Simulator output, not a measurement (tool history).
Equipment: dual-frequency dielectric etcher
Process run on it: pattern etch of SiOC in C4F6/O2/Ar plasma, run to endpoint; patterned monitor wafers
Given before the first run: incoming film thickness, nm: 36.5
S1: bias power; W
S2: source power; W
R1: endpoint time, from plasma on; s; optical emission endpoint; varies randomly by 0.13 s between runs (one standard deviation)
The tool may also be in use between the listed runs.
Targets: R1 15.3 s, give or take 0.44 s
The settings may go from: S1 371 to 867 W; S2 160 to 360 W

run,hour,S1,S2,R1
1,0,619,260,13.257
2,3.3,727,260,12.305
3,6.6,727,240,12.878
4,14.1,691,240,13.105
5,18.5,658,240,13.524
6,20.5,658,210,13.995
7,24.3,639,210,14.156
8,28.1,622,210,14.387
9,36.1,622,210,14.305

4 candidate next runs follow, results not yet known. Just one meets every target within its allowed miss. Identify it.
A,44.1,574,170,?
B,44.1,690,160,?
C,44.1,542,180,?
D,44.1,473,190,?

move,R1
A,16.002
B,15.194
C,16.035
D,16.576
A: pushes the last run's worst result past its target
B: every result within its allowed miss
C: pushes the last run's worst result past its target
D: pushes the last run's worst result past its target
Answer: B
